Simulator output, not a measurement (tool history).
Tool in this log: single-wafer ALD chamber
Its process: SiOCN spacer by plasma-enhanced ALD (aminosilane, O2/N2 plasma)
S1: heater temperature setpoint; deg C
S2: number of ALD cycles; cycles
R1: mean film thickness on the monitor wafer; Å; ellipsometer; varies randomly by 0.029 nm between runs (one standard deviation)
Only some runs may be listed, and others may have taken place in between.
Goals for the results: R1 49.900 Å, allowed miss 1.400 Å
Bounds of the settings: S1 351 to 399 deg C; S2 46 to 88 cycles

run,hour,S1,S2,R1
1,0.0,375,67,41.644
2,3.8,375,70,43.103
3,12.0,382,70,43.314
4,17.4,391,70,43.323
5,18.7,391,75,46.279
6,20.9,399,75,46.371
7,27.8,399,76,47.254
8,31.3,399,77,47.410
9,36.5,399,78,47.913

Pick the move, out of 5, that brings all results within their allowed miss; only one does.
A,41.7,399,74,?
B,41.7,397,76,?
C,41.7,397,81,?
D,41.7,399,75,?
E,41.7,390,74,?

move,R1
A,45.566
B,46.798
C,49.877
D,46.182
E,45.566
A: the biggest miss grows against the last run
B: the biggest miss grows against the last run
C: meets every target
D: the biggest miss grows against the last run
E: the biggest miss grows against the last run
Move C is the one to make.

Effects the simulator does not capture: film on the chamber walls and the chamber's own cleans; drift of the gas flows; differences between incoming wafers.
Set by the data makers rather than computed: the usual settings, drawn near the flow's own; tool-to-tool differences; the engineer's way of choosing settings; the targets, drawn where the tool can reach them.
